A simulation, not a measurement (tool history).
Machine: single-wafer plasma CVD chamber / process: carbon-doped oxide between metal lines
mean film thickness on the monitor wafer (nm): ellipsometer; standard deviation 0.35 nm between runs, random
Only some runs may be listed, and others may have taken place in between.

run  hour  heater temperature setpoint (deg C)  chamber pressure (Torr)  RF power (kW)  deposition time (s)  mean film thickness on the monitor wafer (nm)
  1     0                                  340                     5.74          0.505                 16.3                                          81.49
  2     1                                  340                     5.74          0.535                 16.3                                         83.767
  3     6                                  340                     4.73          0.535                 16.3                                         81.482
  4  12.6                                  340                     4.04          0.535                 16.3                                         80.292
  5  13.2                                  333                     4.04          0.535                 16.3                                         82.389
  6  15.7                                  333                     4.04          0.535                 15.5                                         77.932

Expected results for the next run?
  7  19.6                                  335                     3.84          0.505                 15.5                                              ?

Run 7 produced mean film thickness on the monitor wafer (nm) 74.222.
